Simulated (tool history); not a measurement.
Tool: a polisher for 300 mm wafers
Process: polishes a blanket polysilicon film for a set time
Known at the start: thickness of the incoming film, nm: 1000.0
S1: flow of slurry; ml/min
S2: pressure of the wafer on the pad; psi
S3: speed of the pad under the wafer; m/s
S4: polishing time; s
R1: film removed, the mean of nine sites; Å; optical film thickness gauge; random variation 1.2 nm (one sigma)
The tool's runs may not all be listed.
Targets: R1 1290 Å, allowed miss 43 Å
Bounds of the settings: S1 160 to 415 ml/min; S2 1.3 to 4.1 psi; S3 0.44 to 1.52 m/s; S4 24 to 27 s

Run 1, hour 0: S1 265 ml/min, S2 2.7 psi, S3 0.98 m/s, S4 27 s. Result: R1 2546.9 Å.
Run 2, hour 0.6: S1 265 ml/min, S2 2.4 psi, S3 0.94 m/s, S4 27 s. Result: R1 2196.1 Å.
Run 3, hour 1.2: S1 265 ml/min, S2 2.9 psi, S3 0.94 m/s, S4 27 s. Result: R1 2631 Å.
Run 4, hour 9.9: S1 265 ml/min, S2 2.9 psi, S3 0.94 m/s, S4 24 s. Result: R1 2350.7 Å.
Run 5, hour 13.5: S1 215 ml/min, S2 2.9 psi, S3 0.94 m/s, S4 24 s. Result: R1 2277.4 Å.
Run 6, hour 17.5: S1 215 ml/min, S2 2.6 psi, S3 0.94 m/s, S4 24 s. Result: R1 2095 Å.
Run 7, hour 20.4: S1 210 ml/min, S2 1.9 psi, S3 0.84 m/s, S4 24 s. Result: R1 1430.5 Å.
Run 8, hour 23.5: S1 210 ml/min, S2 1.9 psi, S3 0.84 m/s, S4 24 s. Result: R1 1431.4 Å.

5 next moves are on the table. One of them brings every result within its allowed miss. Which?
Run A, hour 26.6: S1 160 ml/min, S2 1.8 psi, S3 0.72 m/s, S4 24 s. Result: R1 ?.
Run B, hour 26.6: S1 195 ml/min, S2 1.7 psi, S3 0.76 m/s, S4 24 s. Result: R1 ?.
Run C, hour 26.6: S1 175 ml/min, S2 1.6 psi, S3 0.78 m/s, S4 26 s. Result: R1 ?.
Run D, hour 26.6: S1 160 ml/min, S2 2 psi, S3 0.64 m/s, S4 24 s. Result: R1 ?.
Run E, hour 26.6: S1 190 ml/min, S2 2 psi, S3 0.68 m/s, S4 25 s. Result: R1 ?.

move      R1
   A  1144.2
   B    1150
   C  1185.2
   D  1165.2
   E  1289.1
A: takes the result that was furthest off past its target
B: takes the result that was furthest off past its target
C: takes the result that was furthest off past its target
D: takes the result that was furthest off past its target
E: meets every target
Answer: E

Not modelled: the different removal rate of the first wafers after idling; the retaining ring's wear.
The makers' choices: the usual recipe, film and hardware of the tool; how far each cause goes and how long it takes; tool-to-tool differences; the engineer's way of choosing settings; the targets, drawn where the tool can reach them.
